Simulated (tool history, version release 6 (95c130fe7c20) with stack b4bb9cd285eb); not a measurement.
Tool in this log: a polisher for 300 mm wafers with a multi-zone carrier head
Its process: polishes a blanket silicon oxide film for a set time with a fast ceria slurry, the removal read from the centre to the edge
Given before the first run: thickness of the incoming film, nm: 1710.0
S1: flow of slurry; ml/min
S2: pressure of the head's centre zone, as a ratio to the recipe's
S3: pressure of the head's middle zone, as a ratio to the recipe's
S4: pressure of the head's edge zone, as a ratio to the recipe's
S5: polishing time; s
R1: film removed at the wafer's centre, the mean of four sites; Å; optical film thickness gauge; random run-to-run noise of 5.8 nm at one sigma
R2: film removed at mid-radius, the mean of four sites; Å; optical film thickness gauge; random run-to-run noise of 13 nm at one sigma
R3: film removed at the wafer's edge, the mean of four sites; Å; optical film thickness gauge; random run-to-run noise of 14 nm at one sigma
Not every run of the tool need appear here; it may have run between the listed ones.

run,hour,S1,S2,S3,S4,S5,R1,R2,R3
1,0,185,1,1,1,32,6556.8,6470.5,6254.8
2,6.9,190,0.98,1.01,1.05,34,6912.5,6852.1,6945
3,9.6,190,0.98,0.97,1.05,34,6922.7,6790.1,6814.4
4,13.7,190,0.98,0.97,1.12,34,6938.6,6596.2,7039.2
5,18.4,200,0.97,1.02,1.13,35,7096,7168.1,7451.2
6,19,210,0.97,1.05,1.15,36,7384.9,7592.6,7670.8
7,21.4,210,0.96,1.06,1.16,37,7511.2,7887.6,7979.6

Expected results for the next run?
8,29.4,215,0.95,1.06,1.17,38,?,?,?

Run 8 gave R1 7648.3 Å, R2 8120 Å, R3 8420 Å.

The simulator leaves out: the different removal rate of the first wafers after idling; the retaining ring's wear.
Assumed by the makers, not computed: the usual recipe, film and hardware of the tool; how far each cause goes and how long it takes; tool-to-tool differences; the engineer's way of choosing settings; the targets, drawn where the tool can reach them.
